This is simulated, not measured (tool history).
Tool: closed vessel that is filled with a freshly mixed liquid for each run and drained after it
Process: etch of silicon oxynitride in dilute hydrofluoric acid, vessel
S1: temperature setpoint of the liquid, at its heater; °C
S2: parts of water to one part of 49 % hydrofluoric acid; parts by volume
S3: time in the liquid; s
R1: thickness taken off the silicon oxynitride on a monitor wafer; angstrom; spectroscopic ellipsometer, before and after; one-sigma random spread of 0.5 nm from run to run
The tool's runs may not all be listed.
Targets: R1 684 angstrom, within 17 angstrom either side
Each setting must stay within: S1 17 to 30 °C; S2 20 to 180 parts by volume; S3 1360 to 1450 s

| run | day | S1 | S2 | S3 | R1 |
|---|---|---|---|---|---|
| 1 | 0 | 22 | 100 | 1360 | 556.47 |
| 2 | 0.029 | 23 | 100 | 1360 | 574.64 |
| 3 | 0.1 | 20.5 | 100 | 1360 | 514.36 |
| 4 | 0.262 | 20.5 | 115 | 1360 | 447.3 |
| 5 | 0.579 | 22.5 | 115 | 1360 | 495.41 |
| 6 | 0.696 | 22.5 | 115 | 1360 | 484.52 |
| 7 | 0.754 | 24 | 115 | 1360 | 522.87 |
| 8 | 0.971 | 28 | 115 | 1360 | 627.04 |
| 9 | 1.175 | 28 | 115 | 1360 | 632.17 |
| 10 | 1.446 | 28.5 | 115 | 1360 | 642.58 |
| 11 | 1.654 | 29 | 115 | 1360 | 666.53 |

Exercise: of the 5 proposed moves below, exactly one satisfies all targets within the stated allowed misses. Which move is it?
| A | 1.862 | 30 | 125 | 1390 | ? |
| B | 1.862 | 28 | 115 | 1420 | ? |
| C | 1.862 | 30 | 120 | 1400 | ? |
| D | 1.862 | 29.5 | 125 | 1390 | ? |
| E | 1.862 | 28.5 | 110 | 1435 | ? |

| move | R1 |
|---|---|
| A | 646.04 |
| B | 662.52 |
| C | 681.17 |
| D | 631.94 |
| E | 719.33 |
A: misses by more than the last run did
B: misses by more than the last run did
C: all results in spec
D: misses by more than the last run did
E: takes the result that was furthest off past its target
The move that meets every target is C.
